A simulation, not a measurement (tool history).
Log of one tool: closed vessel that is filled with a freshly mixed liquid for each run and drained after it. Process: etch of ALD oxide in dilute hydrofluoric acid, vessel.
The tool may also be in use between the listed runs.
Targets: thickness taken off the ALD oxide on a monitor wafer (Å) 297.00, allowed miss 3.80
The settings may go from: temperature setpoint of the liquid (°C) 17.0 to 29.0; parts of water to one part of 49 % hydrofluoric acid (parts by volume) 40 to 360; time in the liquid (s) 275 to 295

run,hour,temperature setpoint of the liquid (°C),parts of water to one part of 49 % hydrofluoric acid (parts by volume),time in the liquid (s),thickness taken off the ALD oxide on a monitor wafer (Å)
1,0.0,21.0,200,275,157.07
2,2.7,22.0,195,275,167.93
3,6.4,19.0,195,275,149.74
4,10.6,20.0,190,275,160.51
5,16.8,20.0,190,275,161.19
6,24.1,21.0,185,275,172.75
7,32.6,22.0,180,275,184.24
8,37.4,23.0,175,275,199.66
9,46.6,23.5,170,275,210.01
10,54.2,24.0,170,275,213.83
11,55.3,24.5,170,275,218.57
12,58.3,25.0,170,275,221.81
13,60.0,25.5,165,275,236.66
14,66.8,26.0,165,275,236.99
15,69.2,26.5,165,275,244.16
16,78.2,27.0,165,275,248.94
17,86.2,28.0,155,275,276.59

Which of these 4 next moves meets every target?
A,94.2,28.0,155,295,?
B,94.2,23.0,130,295,?
C,94.2,28.0,150,275,?
D,94.2,26.5,135,275,?

move,thickness taken off the ALD oxide on a monitor wafer (Å)
A,297.17
B,302.11
C,288.05
D,308.39
A: meets every target
B: takes the result that was furthest off past its target
C: nearer than the last run, and not there yet
D: takes the result that was furthest off past its target
The right move is A.

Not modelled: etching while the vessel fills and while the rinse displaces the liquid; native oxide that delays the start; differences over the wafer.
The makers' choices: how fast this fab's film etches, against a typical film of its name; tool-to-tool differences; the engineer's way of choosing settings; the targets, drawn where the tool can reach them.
